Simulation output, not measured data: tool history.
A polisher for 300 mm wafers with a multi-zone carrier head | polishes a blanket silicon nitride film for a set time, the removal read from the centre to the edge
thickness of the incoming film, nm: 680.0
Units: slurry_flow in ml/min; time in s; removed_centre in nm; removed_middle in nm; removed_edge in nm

run 1 hour=0.0 | slurry_flow=180 centre_zone=1.00 middle_zone=1.00 edge_zone=1.00 time=66 | removed_centre=90.345 removed_middle=91.012 removed_edge=89.441
run 2 hour=3.1 | slurry_flow=185 centre_zone=0.99 middle_zone=1.02 edge_zone=1.01 time=66 | removed_centre=88.992 removed_middle=94.612 removed_edge=90.030
run 3 hour=10.9 | slurry_flow=190 centre_zone=0.98 middle_zone=1.03 edge_zone=1.02 time=66 | removed_centre=90.168 removed_middle=94.145 removed_edge=91.502
run 4 hour=15.7 | slurry_flow=190 centre_zone=0.98 middle_zone=1.10 edge_zone=1.02 time=66 | removed_centre=88.804 removed_middle=98.760 removed_edge=90.910
run 5 hour=23.4 | slurry_flow=190 centre_zone=0.98 middle_zone=1.10 edge_zone=1.02 time=54 | removed_centre=74.088 removed_middle=82.424 removed_edge=74.095
run 6 hour=31.5 | slurry_flow=200 centre_zone=0.97 middle_zone=1.11 edge_zone=1.04 time=56 | removed_centre=75.756 removed_middle=85.055 removed_edge=79.064
run 7 hour=34.1 | slurry_flow=205 centre_zone=0.97 middle_zone=1.12 edge_zone=1.04 time=58 | removed_centre=79.464 removed_middle=89.392 removed_edge=82.206
-- hour=39.1 worn pad replaced by a new one
run 8 hour=39.1 | slurry_flow=215 centre_zone=0.96 middle_zone=1.13 edge_zone=1.04 time=59 | removed_centre=88.126 removed_middle=99.891 removed_edge=92.013

The next listed run, before its measurement:
run 9 hour=44.4 | slurry_flow=215 centre_zone=0.95 middle_zone=1.13 edge_zone=1.04 time=59 | removed_centre=? removed_middle=? removed_edge=?

Run 9 gave removed_centre 86.846 nm, removed_middle 100.780 nm, removed_edge 92.930 nm.
